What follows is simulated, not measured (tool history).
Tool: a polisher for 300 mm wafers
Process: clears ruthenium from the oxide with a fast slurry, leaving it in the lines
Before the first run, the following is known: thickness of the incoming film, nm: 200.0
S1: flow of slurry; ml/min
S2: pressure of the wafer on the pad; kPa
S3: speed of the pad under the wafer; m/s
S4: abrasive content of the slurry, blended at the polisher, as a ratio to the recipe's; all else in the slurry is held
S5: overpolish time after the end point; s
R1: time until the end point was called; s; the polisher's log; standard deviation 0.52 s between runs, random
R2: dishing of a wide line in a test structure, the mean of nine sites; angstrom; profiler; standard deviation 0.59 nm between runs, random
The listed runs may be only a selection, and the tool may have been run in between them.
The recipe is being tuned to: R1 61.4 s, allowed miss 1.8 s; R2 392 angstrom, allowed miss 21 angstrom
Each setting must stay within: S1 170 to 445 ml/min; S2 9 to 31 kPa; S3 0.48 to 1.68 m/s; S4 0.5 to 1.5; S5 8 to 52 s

run 1 hour=0 | S1=285 S2=20 S3=1.08 S4=1 S5=26 | R1=49.295 R2=760.61
run 2 hour=7.1 | S1=285 S2=19.3 S3=1.08 S4=1 S5=23 | R1=50.849 R2=673.9
run 3 hour=9.2 | S1=285 S2=19.3 S3=1.08 S4=0.8 S5=23 | R1=55.385 R2=645.3
run 4 hour=18 | S1=285 S2=19.3 S3=1.08 S4=0.8 S5=30 | R1=55.413 R2=764.25
run 5 hour=24.1 | S1=290 S2=18.6 S3=1.08 S4=0.8 S5=25 | R1=57.46 R2=659.19
run 6 hour=31.2 | S1=290 S2=18.6 S3=1.08 S4=0.8 S5=21 | R1=56.998 R2=566.19
run 7 hour=34.3 | S1=290 S2=17.9 S3=1.08 S4=0.8 S5=19 | R1=59.902 R2=498.43
run 8 hour=40.1 | S1=290 S2=17.9 S3=1.08 S4=0.8 S5=18 | R1=59.617 R2=486.3
run 9 hour=46.9 | S1=290 S2=17.9 S3=1.08 S4=0.8 S5=17 | R1=59.808 R2=455.04
run 10 hour=48.9 | S1=290 S2=17.9 S3=1.08 S4=0.8 S5=16 | R1=58.39 R2=427.35
run 11 hour=49.5 | S1=290 S2=17.9 S3=1.08 S4=0.8 S5=16 | R1=58.747 R2=429.61

Consider the 5 candidate settings below. Which is the only one whose results all fall within their allowed miss of target?
run A hour=50.1 | S1=235 S2=17.9 S3=1.2 S4=0.6 S5=15 | R1=? R2=?
run B hour=50.1 | S1=325 S2=15.9 S3=1.16 S4=1 S5=16 | R1=? R2=?
run C hour=50.1 | S1=310 S2=20 S3=0.94 S4=1.05 S5=17 | R1=? R2=?
run D hour=50.1 | S1=255 S2=17.9 S3=1.24 S4=0.7 S5=17 | R1=? R2=?
run E hour=50.1 | S1=385 S2=20 S3=1 S4=0.85 S5=18 | R1=? R2=?

move=A R1=63.1 R2=393.49
move=B R1=57.524 R2=453.21
move=C R1=55.572 R2=493.11
move=D R1=56.686 R2=484.54
move=E R1=55.833 R2=516.37
A: hits every target within its allowed miss
B: misses by more than the last run did
C: misses by more than the last run did
D: misses by more than the last run did
E: misses by more than the last run did
Move A is the one to make.

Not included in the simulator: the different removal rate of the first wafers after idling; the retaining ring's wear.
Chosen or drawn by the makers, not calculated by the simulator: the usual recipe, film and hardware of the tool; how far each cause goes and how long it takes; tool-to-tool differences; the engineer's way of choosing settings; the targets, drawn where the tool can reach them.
